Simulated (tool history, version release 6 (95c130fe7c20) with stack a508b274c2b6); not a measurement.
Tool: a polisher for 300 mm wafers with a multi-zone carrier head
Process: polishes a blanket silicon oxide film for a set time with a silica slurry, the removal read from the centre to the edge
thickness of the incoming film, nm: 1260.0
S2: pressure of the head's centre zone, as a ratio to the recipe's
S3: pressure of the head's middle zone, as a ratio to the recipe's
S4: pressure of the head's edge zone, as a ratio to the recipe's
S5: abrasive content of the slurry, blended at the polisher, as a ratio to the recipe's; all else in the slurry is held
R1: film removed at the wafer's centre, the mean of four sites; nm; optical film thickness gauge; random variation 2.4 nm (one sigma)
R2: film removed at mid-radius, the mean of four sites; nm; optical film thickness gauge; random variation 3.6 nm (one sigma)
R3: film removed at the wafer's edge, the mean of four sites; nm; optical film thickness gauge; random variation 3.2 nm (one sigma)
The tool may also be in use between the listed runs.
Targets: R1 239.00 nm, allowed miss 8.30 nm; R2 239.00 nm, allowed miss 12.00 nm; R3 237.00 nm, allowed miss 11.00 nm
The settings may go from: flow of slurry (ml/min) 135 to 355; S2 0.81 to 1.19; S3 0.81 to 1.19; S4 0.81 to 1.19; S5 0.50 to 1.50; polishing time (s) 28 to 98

run 1 hour=0.0 | flow_of_slurry_(ml/min)=225 S2=1.00 S3=1.00 S4=1.00 S5=1.00 polishing_time_(s)=63 | R1=310.17 R2=311.13 R3=306.06
run 2 hour=1.8 | flow_of_slurry_(ml/min)=225 S2=0.99 S3=0.99 S4=0.99 S5=0.95 polishing_time_(s)=63 | R1=300.37 R2=296.53 R3=300.93
run 3 hour=8.4 | flow_of_slurry_(ml/min)=225 S2=0.99 S3=0.99 S4=0.98 S5=0.90 polishing_time_(s)=63 | R1=291.90 R2=294.22 R3=289.33
run 4 hour=14.9 | flow_of_slurry_(ml/min)=225 S2=0.99 S3=0.99 S4=0.98 S5=0.70 polishing_time_(s)=63 | R1=266.18 R2=264.95 R3=265.09
run 5 hour=18.5 | flow_of_slurry_(ml/min)=225 S2=0.95 S3=0.99 S4=0.98 S5=0.70 polishing_time_(s)=63 | R1=251.76 R2=262.95 R3=261.61
run 6 hour=21.8 | flow_of_slurry_(ml/min)=275 S2=0.95 S3=0.99 S4=0.98 S5=0.70 polishing_time_(s)=63 | R1=256.62 R2=265.28 R3=268.08
run 7 hour=30.1 | flow_of_slurry_(ml/min)=275 S2=0.95 S3=0.98 S4=0.97 S5=0.70 polishing_time_(s)=63 | R1=260.46 R2=262.71 R3=267.78
run 8 hour=33.8 | flow_of_slurry_(ml/min)=275 S2=0.95 S3=0.98 S4=0.96 S5=0.70 polishing_time_(s)=63 | R1=257.93 R2=271.67 R3=267.43
run 9 hour=41.3 | flow_of_slurry_(ml/min)=270 S2=0.95 S3=0.97 S4=0.96 S5=0.70 polishing_time_(s)=63 | R1=263.79 R2=264.90 R3=262.95
run 10 hour=43.0 | flow_of_slurry_(ml/min)=270 S2=0.95 S3=0.97 S4=0.96 S5=0.70 polishing_time_(s)=63 | R1=256.55 R2=265.37 R3=267.49
run 11 hour=46.3 | flow_of_slurry_(ml/min)=235 S2=0.95 S3=0.92 S4=0.86 S5=0.55 polishing_time_(s)=63 | R1=227.16 R2=231.39 R3=221.51
run 12 hour=48.1 | flow_of_slurry_(ml/min)=240 S2=0.95 S3=0.92 S4=0.87 S5=0.55 polishing_time_(s)=63 | R1=229.48 R2=218.82 R3=231.75

Which of these 4 next moves meets every target?
run A hour=49.9 | flow_of_slurry_(ml/min)=235 S2=0.90 S3=0.83 S4=0.89 S5=0.50 polishing_time_(s)=71 | R1=? R2=? R3=?
run B hour=49.9 | flow_of_slurry_(ml/min)=250 S2=0.92 S3=0.87 S4=0.96 S5=0.55 polishing_time_(s)=62 | R1=? R2=? R3=?
run C hour=49.9 | flow_of_slurry_(ml/min)=225 S2=0.93 S3=0.91 S4=0.86 S5=0.60 polishing_time_(s)=66 | R1=? R2=? R3=?
run D hour=49.9 | flow_of_slurry_(ml/min)=275 S2=0.86 S3=0.98 S4=0.93 S5=0.55 polishing_time_(s)=64 | R1=? R2=? R3=?

move=A R1=234.63 R2=222.27 R3=239.16
move=B R1=220.87 R2=212.42 R3=227.26
move=C R1=243.77 R2=241.02 R3=236.79
move=D R1=215.75 R2=244.88 R3=232.69
A: nearer than the last run, and not there yet
B: further off than the last run
C: meets every target
D: brings the result that was furthest off to its target, and leaves another outside
The right move is C.
